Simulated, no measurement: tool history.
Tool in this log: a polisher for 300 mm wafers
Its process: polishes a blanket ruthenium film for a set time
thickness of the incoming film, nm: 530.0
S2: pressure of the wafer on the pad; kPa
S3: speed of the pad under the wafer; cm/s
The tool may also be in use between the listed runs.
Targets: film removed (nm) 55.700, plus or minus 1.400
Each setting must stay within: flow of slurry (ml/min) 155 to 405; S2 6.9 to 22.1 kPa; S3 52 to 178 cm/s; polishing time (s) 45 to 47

Run 1, day 0.000: flow of slurry (ml/min) 260, S2 14.5 kPa, S3 114 cm/s, polishing time (s) 45. Result: film removed (nm) 68.388.
Run 2, day 0.279: flow of slurry (ml/min) 315, S2 14.5 kPa, S3 114 cm/s, polishing time (s) 45. Result: film removed (nm) 69.121.
Run 3, day 0.421: flow of slurry (ml/min) 285, S2 14.5 kPa, S3 114 cm/s, polishing time (s) 45. Result: film removed (nm) 69.222.
Run 4, day 0.717: flow of slurry (ml/min) 285, S2 14.5 kPa, S3 96 cm/s, polishing time (s) 45. Result: film removed (nm) 57.312.
Run 5, day 1.017: flow of slurry (ml/min) 285, S2 14.5 kPa, S3 70 cm/s, polishing time (s) 45. Result: film removed (nm) 42.783.
Run 6, day 1.379: flow of slurry (ml/min) 285, S2 15.9 kPa, S3 70 cm/s, polishing time (s) 45. Result: film removed (nm) 47.409.
Run 7, day 1.679: flow of slurry (ml/min) 285, S2 16.5 kPa, S3 70 cm/s, polishing time (s) 45. Result: film removed (nm) 49.848.
Run 8, day 1.962: flow of slurry (ml/min) 285, S2 17.2 kPa, S3 70 cm/s, polishing time (s) 45. Result: film removed (nm) 50.429.
Run 9, day 2.333: flow of slurry (ml/min) 285, S2 17.9 kPa, S3 70 cm/s, polishing time (s) 45. Result: film removed (nm) 52.821.

Which one of the following 4 next-run settings gets every result inside its allowed miss? There is exactly one.
Run A, day 2.704: flow of slurry (ml/min) 310, S2 18.6 kPa, S3 66 cm/s, polishing time (s) 45. Result: film removed (nm) ?.
Run B, day 2.704: flow of slurry (ml/min) 290, S2 21.4 kPa, S3 58 cm/s, polishing time (s) 45. Result: film removed (nm) ?.
Run C, day 2.704: flow of slurry (ml/min) 230, S2 21.4 kPa, S3 68 cm/s, polishing time (s) 46. Result: film removed (nm) ?.
Run D, day 2.704: flow of slurry (ml/min) 270, S2 17.9 kPa, S3 72 cm/s, polishing time (s) 46. Result: film removed (nm) ?.

move  film removed (nm)
   A             52.089
   B             52.428
   C             60.679
   D             54.986
A: its largest miss is bigger than the last run's
B: its largest miss is bigger than the last run's
C: takes the result that was furthest off past its target
D: each result inside its tolerance
D is the move that brings every result within its allowed miss.
